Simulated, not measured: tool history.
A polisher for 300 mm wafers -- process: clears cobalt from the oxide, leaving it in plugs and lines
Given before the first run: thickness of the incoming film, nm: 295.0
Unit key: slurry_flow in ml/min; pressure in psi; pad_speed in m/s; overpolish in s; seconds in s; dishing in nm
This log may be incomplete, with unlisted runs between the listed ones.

run	hour	slurry_flow	pressure	pad_speed	overpolish	seconds	dishing
1	0.0	220	1.7	0.86	15	81.643	33.1960
2	4.1	220	1.7	0.86	20	85.435	36.4450
3	11.9	215	1.6	0.80	17	95.088	32.1320
4	16.8	205	1.5	0.74	15	103.170	28.4780
5	25.5	205	1.5	0.84	15	92.573	30.0800
6	34.3	180	1.5	0.84	15	94.048	29.7600
7	39.7	170	1.4	0.78	13	111.860	25.0460

The next listed run, before its measurement:
8	42.0	130	1.1	0.54	6	?	?

Run 8 produced seconds 204.650 s, dishing 8.6891 nm.
